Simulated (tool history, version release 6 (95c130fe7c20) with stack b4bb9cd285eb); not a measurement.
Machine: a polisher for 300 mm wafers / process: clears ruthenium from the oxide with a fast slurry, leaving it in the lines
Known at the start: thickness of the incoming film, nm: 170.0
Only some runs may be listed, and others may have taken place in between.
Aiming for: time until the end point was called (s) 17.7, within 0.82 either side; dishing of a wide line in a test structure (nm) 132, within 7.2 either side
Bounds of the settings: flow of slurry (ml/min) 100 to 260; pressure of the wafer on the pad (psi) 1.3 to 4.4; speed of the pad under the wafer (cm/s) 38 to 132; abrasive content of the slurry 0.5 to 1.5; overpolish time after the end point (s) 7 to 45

run	day	flow of slurry (ml/min)	pressure of the wafer on the pad (psi)	speed of the pad under the wafer (cm/s)	abrasive content of the slurry	overpolish time after the end point (s)	time until the end point was called (s)	dishing of a wide line in a test structure (nm)
1	0	165	2.8	84	1	23	38.333	64.87
2	0.058	170	3.3	88	1	24	30.625	81.426
3	0.35	175	3.6	92	1	24	27.848	89.317
4	0.608	175	3.8	98	1	24	24.854	96.522
5	0.912	175	3.8	98	1	17	24.208	74.391
6	1.142	175	3.9	104	1	19	22.438	86.877
7	1.229	175	4	108	1	21	20.81	94.23
8	1.421	175	4.1	108	1	23	20.598	104.48
9	1.733	175	4.2	110	1	24	19.535	109.17
10	2.004	180	4.3	110	1	25	18.949	113.7
11	2.158	180	4.3	112	1	26	18.837	119.12
12	2.188	180	4.3	112	1	27	18.406	117.59
13	2.358	180	4.3	112	1	28	18.96	125.02
14	2.621	180	4.3	114	1	28	18.338	119.38

Exercise: of the 4 proposed moves below, exactly one satisfies all targets within the stated allowed misses. Which move is it?
A	2.883	195	4.2	126	1.2	22	?	?
B	2.883	200	4.4	130	1	22	?	?
C	2.883	190	3.9	128	1	30	?	?
D	2.883	205	4.3	126	1	23	?	?

move	time until the end point was called (s)	dishing of a wide line in a test structure (nm)
A	15.738	118.27
B	15.694	118.46
C	18.048	129.87
D	16.501	118.07
A: moves away from the targets compared with the last run
B: moves away from the targets compared with the last run
C: all results land within tolerance of their targets
D: moves away from the targets compared with the last run
Move C is the one to make.
